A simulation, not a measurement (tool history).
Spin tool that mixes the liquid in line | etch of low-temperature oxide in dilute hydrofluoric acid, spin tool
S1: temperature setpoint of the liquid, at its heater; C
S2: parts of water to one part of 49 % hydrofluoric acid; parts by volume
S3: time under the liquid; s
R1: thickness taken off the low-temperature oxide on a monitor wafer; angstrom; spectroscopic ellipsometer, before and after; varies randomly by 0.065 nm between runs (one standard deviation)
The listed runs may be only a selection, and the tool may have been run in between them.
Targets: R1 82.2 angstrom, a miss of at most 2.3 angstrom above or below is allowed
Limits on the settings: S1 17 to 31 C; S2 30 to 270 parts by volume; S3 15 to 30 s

run 1 hour=0 | S1=23 S2=150 S3=30 | R1=61.465
run 2 hour=5.5 | S1=24.5 S2=150 S3=30 | R1=64.226
run 3 hour=11.5 | S1=26.5 S2=150 S3=30 | R1=68.77
run 4 hour=14.5 | S1=27.5 S2=150 S3=30 | R1=72.512
run 5 hour=20.6 | S1=26 S2=150 S3=30 | R1=68.189
run 6 hour=22.4 | S1=27 S2=150 S3=30 | R1=70.632
run 7 hour=27 | S1=27.5 S2=150 S3=30 | R1=72.35
run 8 hour=35.6 | S1=28 S2=150 S3=30 | R1=73.208
run 9 hour=44.2 | S1=28.5 S2=150 S3=30 | R1=75.435
run 10 hour=49.8 | S1=29 S2=150 S3=30 | R1=76.151

4 candidate next runs follow, results not yet known. Just one meets every target within its allowed miss. Identify it.
run A hour=55.4 | S1=28.5 S2=155 S3=30 | R1=?
run B hour=55.4 | S1=28 S2=125 S3=30 | R1=?
run C hour=55.4 | S1=24 S2=120 S3=30 | R1=?
run D hour=55.4 | S1=30 S2=170 S3=30 | R1=?

move=A R1=72.597
move=B R1=91.829
move=C R1=82.602
move=D R1=68.536
A: lands further from the targets than the last run did
B: takes the result that was furthest off past its target
C: hits every target within its allowed miss
D: lands further from the targets than the last run did
The move that meets every target is C.
